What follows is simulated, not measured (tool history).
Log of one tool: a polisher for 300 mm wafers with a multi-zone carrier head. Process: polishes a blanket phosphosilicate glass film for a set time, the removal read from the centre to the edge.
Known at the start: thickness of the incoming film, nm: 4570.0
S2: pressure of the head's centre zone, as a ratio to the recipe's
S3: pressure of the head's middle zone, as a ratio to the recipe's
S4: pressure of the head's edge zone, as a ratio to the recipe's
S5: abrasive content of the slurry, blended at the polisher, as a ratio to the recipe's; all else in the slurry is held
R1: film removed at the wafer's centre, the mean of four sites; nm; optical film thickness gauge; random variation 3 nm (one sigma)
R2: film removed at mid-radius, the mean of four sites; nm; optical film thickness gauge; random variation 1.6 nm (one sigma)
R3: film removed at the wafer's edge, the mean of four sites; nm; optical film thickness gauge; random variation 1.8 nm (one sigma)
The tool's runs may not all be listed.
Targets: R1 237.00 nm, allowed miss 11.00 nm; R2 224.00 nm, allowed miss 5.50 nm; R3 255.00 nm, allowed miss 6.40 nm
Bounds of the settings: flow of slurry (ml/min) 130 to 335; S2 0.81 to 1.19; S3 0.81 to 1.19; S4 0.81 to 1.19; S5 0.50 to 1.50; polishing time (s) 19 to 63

Run 1, day 0.000: flow of slurry (ml/min) 215, S2 1.00, S3 1.00, S4 1.00, S5 1.00, polishing time (s) 41. Result: R1 319.31 nm, R2 330.76 nm, R3 322.05 nm.
Run 2, day 0.288: flow of slurry (ml/min) 215, S2 1.00, S3 1.00, S4 1.00, S5 1.00, polishing time (s) 48. Result: R1 374.86 nm, R2 382.72 nm, R3 382.20 nm.
Run 3, day 0.371: flow of slurry (ml/min) 205, S2 0.99, S3 0.97, S4 0.99, S5 0.90, polishing time (s) 47. Result: R1 347.43 nm, R2 348.71 nm, R3 350.57 nm.
Run 4, day 0.638: flow of slurry (ml/min) 195, S2 0.97, S3 0.94, S4 1.00, S5 0.85, polishing time (s) 46. Result: R1 318.70 nm, R2 319.26 nm, R3 337.97 nm.
Run 5, day 0.788: flow of slurry (ml/min) 195, S2 0.97, S3 0.94, S4 1.00, S5 1.05, polishing time (s) 46. Result: R1 353.63 nm, R2 358.52 nm, R3 374.36 nm.
Run 6, day 1.096: flow of slurry (ml/min) 195, S2 0.97, S3 0.89, S4 1.00, S5 1.05, polishing time (s) 46. Result: R1 358.87 nm, R2 345.14 nm, R3 369.11 nm.
Run 7, day 1.138: flow of slurry (ml/min) 190, S2 0.96, S3 0.88, S4 0.99, S5 0.95, polishing time (s) 46. Result: R1 333.74 nm, R2 317.15 nm, R3 348.56 nm.
Run 8, day 1.396: flow of slurry (ml/min) 185, S2 0.94, S3 0.87, S4 0.97, S5 0.85, polishing time (s) 46. Result: R1 307.02 nm, R2 299.33 nm, R3 325.19 nm.
Run 9, day 1.621: flow of slurry (ml/min) 180, S2 0.94, S3 0.86, S4 0.96, S5 0.80, polishing time (s) 46. Result: R1 304.27 nm, R2 282.73 nm, R3 314.55 nm.
Run 10, day 1.650: flow of slurry (ml/min) 175, S2 0.92, S3 0.85, S4 0.94, S5 0.75, polishing time (s) 46. Result: R1 279.62 nm, R2 265.72 nm, R3 303.27 nm.
Run 11, day 1.938: flow of slurry (ml/min) 175, S2 0.92, S3 0.85, S4 0.92, S5 0.70, polishing time (s) 46. Result: R1 267.55 nm, R2 258.81 nm, R3 285.66 nm.
Run 12, day 2.142: flow of slurry (ml/min) 140, S2 0.92, S3 0.81, S4 0.93, S5 0.50, polishing time (s) 45. Result: R1 207.06 nm, R2 190.12 nm, R3 218.36 nm.
Run 13, day 2.358: flow of slurry (ml/min) 200, S2 0.91, S3 0.83, S4 0.96, S5 0.50, polishing time (s) 45. Result: R1 214.42 nm, R2 204.25 nm, R3 232.62 nm.
Run 14, day 2.621: flow of slurry (ml/min) 215, S2 0.91, S3 0.83, S4 0.96, S5 0.50, polishing time (s) 45. Result: R1 214.62 nm, R2 203.22 nm, R3 230.86 nm.

5 next moves are on the table. One of them brings every result within its allowed miss. Which?
Run A, day 2.883: flow of slurry (ml/min) 190, S2 0.85, S3 0.84, S4 0.92, S5 0.55, polishing time (s) 44. Result: R1 ?, R2 ?, R3 ?.
Run B, day 2.883: flow of slurry (ml/min) 180, S2 1.02, S3 0.86, S4 1.01, S5 0.50, polishing time (s) 46. Result: R1 ?, R2 ?, R3 ?.
Run C, day 2.883: flow of slurry (ml/min) 330, S2 0.88, S3 0.81, S4 0.94, S5 0.50, polishing time (s) 48. Result: R1 ?, R2 ?, R3 ?.
Run D, day 2.883: flow of slurry (ml/min) 250, S2 0.84, S3 0.94, S4 1.06, S5 0.70, polishing time (s) 37. Result: R1 ?, R2 ?, R3 ?.
Run E, day 2.883: flow of slurry (ml/min) 240, S2 0.88, S3 0.93, S4 1.07, S5 0.50, polishing time (s) 44. Result: R1 ?, R2 ?, R3 ?.

move      R1      R2      R3
   A  210.26  214.58  236.83
   B  236.48  212.25  240.80
   C  235.93  225.78  255.56
   D  212.11  238.68  254.41
   E  209.05  224.75  243.19
A: nearer than the last run, and not there yet
B: nearer than the last run, and not there yet
C: meets every target
D: takes the result that was furthest off past its target
E: brings the result that was furthest off to its target, and leaves another outside
Move C is the one to make.
